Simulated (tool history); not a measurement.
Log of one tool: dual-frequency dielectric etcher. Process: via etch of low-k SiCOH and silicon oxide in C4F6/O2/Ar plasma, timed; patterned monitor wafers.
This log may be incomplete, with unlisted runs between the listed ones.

| run | hour | source power (W) | bias power (W) | etch time (s) | mean etch depth across the wafer (Å) |
|---|---|---|---|---|---|
| 1 | 0.0 | 450 | 143 | 49.0 | 1344.3 |
| 2 | 5.9 | 470 | 144 | 49.0 | 1361.9 |
| 3 | 11.7 | 470 | 162 | 49.0 | 1426.7 |
| 4 | 20.7 | 480 | 163 | 49.0 | 1433.7 |
| 5 | 24.9 | 480 | 163 | 45.0 | 1314.7 |
| 6 | 30.4 | 480 | 163 | 45.0 | 1299.2 |
| 7 | 39.2 | 490 | 168 | 45.5 | 1336.9 |
| 8 | 40.5 | 500 | 172 | 46.0 | 1390.5 |

What does the tool deliver on the next run?
| 9 | 43.9 | 510 | 174 | 46.0 | ? |

{"run 9": {"mean etch depth across the wafer (Å)": 1409.7}}
